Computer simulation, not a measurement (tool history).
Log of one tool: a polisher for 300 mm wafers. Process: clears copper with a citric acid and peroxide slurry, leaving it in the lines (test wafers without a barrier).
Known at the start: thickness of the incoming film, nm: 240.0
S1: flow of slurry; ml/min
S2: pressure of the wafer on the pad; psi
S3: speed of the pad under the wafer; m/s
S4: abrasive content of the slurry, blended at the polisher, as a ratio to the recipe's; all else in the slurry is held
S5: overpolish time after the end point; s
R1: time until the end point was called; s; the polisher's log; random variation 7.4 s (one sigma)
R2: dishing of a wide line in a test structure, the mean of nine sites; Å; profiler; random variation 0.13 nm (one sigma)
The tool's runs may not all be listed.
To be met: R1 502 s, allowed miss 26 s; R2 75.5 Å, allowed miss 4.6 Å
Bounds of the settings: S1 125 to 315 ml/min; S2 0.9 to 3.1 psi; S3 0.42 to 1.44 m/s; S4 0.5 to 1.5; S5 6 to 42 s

run	hour	S1	S2	S3	S4	S5	R1	R2
1	0	205	2	0.92	1	21	173.05	224.7
2	1.7	230	2	0.92	1	21	167.04	236.24
3	2.9	220	1.8	0.82	1	20	208.52	178.32
4	7.5	215	1.6	0.76	1	20	250.03	150.43
5	9.1	215	1.6	0.66	1	20	278.64	136.77
6	14.7	215	1.6	0.8	1	20	237.64	167.52
7	18	215	1.5	0.74	1	19	273.26	136.83
8	25.1	210	1.4	0.7	1	19	304.56	117.66
9	27.7	200	1.3	0.68	1	19	336.46	108.75
10	28.7	190	1.2	0.66	1	19	386.13	97.161
11	35	180	1.2	0.66	1	19	383.62	102.39
12	38.6	175	1.1	0.66	1	19	401.07	88.381
13	39.2	170	1.1	0.64	1	19	425.64	88.225
14	44.8	165	1.1	0.64	1	19	423.79	88.351
15	53.1	165	0.9	0.56	1	19	570.98	67.317
16	60.6	170	0.9	0.56	1	19	566.48	66.978

5 next moves are on the table. One of them brings every result within its allowed miss. Which?
A	68.1	185	0.9	0.48	1.05	26	?	?
B	68.1	170	1.2	0.54	1.25	19	?	?
C	68.1	140	0.9	0.68	0.75	19	?	?
D	68.1	200	0.9	0.64	1.2	15	?	?
E	68.1	180	0.9	0.68	0.9	15	?	?

move	R1	R2
A	619.38	82.163
B	424.12	87.876
C	499	74.76
D	470.64	63.069
E	474.28	62.592
A: further off than the last run
B: takes the result that was furthest off past its target
C: meets every target
D: takes the result that was furthest off past its target
E: takes the result that was furthest off past its target
Answer: C
